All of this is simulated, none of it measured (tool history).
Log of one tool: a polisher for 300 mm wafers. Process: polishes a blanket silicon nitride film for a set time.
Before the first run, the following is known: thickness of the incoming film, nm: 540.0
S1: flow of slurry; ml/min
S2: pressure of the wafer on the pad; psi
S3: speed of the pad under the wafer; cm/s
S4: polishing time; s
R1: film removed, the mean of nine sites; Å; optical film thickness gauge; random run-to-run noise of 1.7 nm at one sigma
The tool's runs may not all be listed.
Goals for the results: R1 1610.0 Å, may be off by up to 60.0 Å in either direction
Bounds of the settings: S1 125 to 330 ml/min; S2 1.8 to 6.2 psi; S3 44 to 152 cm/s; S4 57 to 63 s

| run | hour | S1 | S2 | S3 | S4 | R1 |
|---|---|---|---|---|---|---|
| 1 | 0.0 | 210 | 4.0 | 98 | 63 | 1193.5 |
| 2 | 3.0 | 210 | 4.0 | 120 | 63 | 1403.7 |
| 3 | 10.7 | 180 | 4.0 | 120 | 63 | 1396.3 |
| 4 | 15.1 | 180 | 4.2 | 120 | 63 | 1429.8 |
| 5 | 19.6 | 210 | 4.2 | 120 | 63 | 1503.2 |
| 6 | 28.1 | 220 | 4.2 | 120 | 63 | 1474.9 |
| 7 | 35.6 | 220 | 4.3 | 120 | 63 | 1500.0 |
| 8 | 43.3 | 220 | 4.3 | 120 | 63 | 1528.1 |
| 9 | 51.5 | 220 | 4.4 | 120 | 63 | 1543.0 |

Below are 4 possible settings for the next run. Only one of them brings all results inside the allowed miss of their targets. Which is it?
| A | 59.7 | 240 | 4.3 | 122 | 60 | ? |
| B | 59.7 | 245 | 4.5 | 122 | 57 | ? |
| C | 59.7 | 290 | 4.1 | 142 | 59 | ? |
| D | 59.7 | 195 | 4.7 | 110 | 60 | ? |

| move | R1 |
|---|---|
| A | 1484.3 |
| B | 1476.4 |
| C | 1598.1 |
| D | 1462.4 |
A: further off than the last run
B: further off than the last run
C: meets every target
D: further off than the last run
The right move is C.

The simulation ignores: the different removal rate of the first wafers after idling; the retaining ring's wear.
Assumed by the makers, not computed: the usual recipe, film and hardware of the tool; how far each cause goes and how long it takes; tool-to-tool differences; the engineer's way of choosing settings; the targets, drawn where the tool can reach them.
